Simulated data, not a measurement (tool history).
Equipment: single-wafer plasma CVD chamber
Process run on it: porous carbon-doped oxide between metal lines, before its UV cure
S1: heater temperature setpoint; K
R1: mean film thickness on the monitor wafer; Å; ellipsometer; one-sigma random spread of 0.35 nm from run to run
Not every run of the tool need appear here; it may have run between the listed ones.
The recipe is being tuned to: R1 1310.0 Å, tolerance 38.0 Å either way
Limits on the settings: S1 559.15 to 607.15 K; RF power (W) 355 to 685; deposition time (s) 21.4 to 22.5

{"run": 1, "hour": 0.0, "S1": 583.15, "RF power (W)": 520, "deposition time (s)": 22.5, "R1": 1149.7}
{"run": 2, "hour": 7.6, "S1": 579.15, "RF power (W)": 535, "deposition time (s)": 22.5, "R1": 1195.3}
{"run": 3, "hour": 10.3, "S1": 585.15, "RF power (W)": 535, "deposition time (s)": 22.5, "R1": 1153.7}
{"run": 4, "hour": 17.1, "S1": 581.15, "RF power (W)": 545, "deposition time (s)": 22.5, "R1": 1201.1}
{"run": 5, "hour": 24.3, "S1": 581.15, "RF power (W)": 515, "deposition time (s)": 22.5, "R1": 1154.0}
{"run": 6, "hour": 31.4, "S1": 581.15, "RF power (W)": 515, "deposition time (s)": 22.5, "R1": 1154.0}
{"run": 7, "hour": 32.5, "S1": 577.15, "RF power (W)": 525, "deposition time (s)": 22.5, "R1": 1201.5}
{"run": 8, "hour": 40.3, "S1": 574.15, "RF power (W)": 530, "deposition time (s)": 22.5, "R1": 1232.7}
{"run": 9, "hour": 47.7, "S1": 572.15, "RF power (W)": 535, "deposition time (s)": 22.5, "R1": 1256.5}
{"run": 10, "hour": 48.2, "S1": 571.15, "RF power (W)": 540, "deposition time (s)": 22.5, "R1": 1269.5}

Consider the 4 candidate settings below. Which is the only one whose results all fall within their allowed miss of target?
{"run": "A", "hour": 48.7, "S1": 562.15, "RF power (W)": 560, "deposition time (s)": 22.5, "R1": "?"}
{"run": "B", "hour": 48.7, "S1": 572.15, "RF power (W)": 550, "deposition time (s)": 21.4, "R1": "?"}
{"run": "C", "hour": 48.7, "S1": 569.15, "RF power (W)": 550, "deposition time (s)": 22.5, "R1": "?"}
{"run": "D", "hour": 48.7, "S1": 571.15, "RF power (W)": 575, "deposition time (s)": 21.4, "R1": "?"}

move=A R1=1377.1
move=B R1=1213.5
move=C R1=1298.9
move=D R1=1255.7
A: pushes the last run's worst result past its target
B: misses by more than the last run did
C: every result within its allowed miss
D: misses by more than the last run did
Correct choice: C, which meets every target
